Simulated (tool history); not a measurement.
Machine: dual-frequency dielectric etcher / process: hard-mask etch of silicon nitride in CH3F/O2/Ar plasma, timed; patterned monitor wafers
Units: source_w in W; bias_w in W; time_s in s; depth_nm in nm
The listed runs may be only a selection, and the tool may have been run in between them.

{"run": 1, "hour": 0.0, "source_w": 290, "bias_w": 62, "time_s": 148.0, "depth_nm": 81.617}
{"run": 2, "hour": 8.9, "source_w": 320, "bias_w": 62, "time_s": 148.0, "depth_nm": 86.493}
{"run": 3, "hour": 12.3, "source_w": 370, "bias_w": 62, "time_s": 148.0, "depth_nm": 93.136}
{"run": 4, "hour": 14.9, "source_w": 330, "bias_w": 60, "time_s": 147.5, "depth_nm": 85.901}
{"run": 5, "hour": 23.2, "source_w": 330, "bias_w": 70, "time_s": 147.5, "depth_nm": 90.073}
{"run": 6, "hour": 30.1, "source_w": 300, "bias_w": 67, "time_s": 146.5, "depth_nm": 83.592}
{"run": 7, "hour": 35.8, "source_w": 280, "bias_w": 66, "time_s": 146.0, "depth_nm": 81.668}
{"run": 8, "hour": 36.6, "source_w": 260, "bias_w": 64, "time_s": 145.5, "depth_nm": 76.717}

What does the tool deliver on the next run?
{"run": 9, "hour": 44.5, "source_w": 250, "bias_w": 63, "time_s": 145.5, "depth_nm": "?"}

{"run 9": {"depth_nm": 75.775}}

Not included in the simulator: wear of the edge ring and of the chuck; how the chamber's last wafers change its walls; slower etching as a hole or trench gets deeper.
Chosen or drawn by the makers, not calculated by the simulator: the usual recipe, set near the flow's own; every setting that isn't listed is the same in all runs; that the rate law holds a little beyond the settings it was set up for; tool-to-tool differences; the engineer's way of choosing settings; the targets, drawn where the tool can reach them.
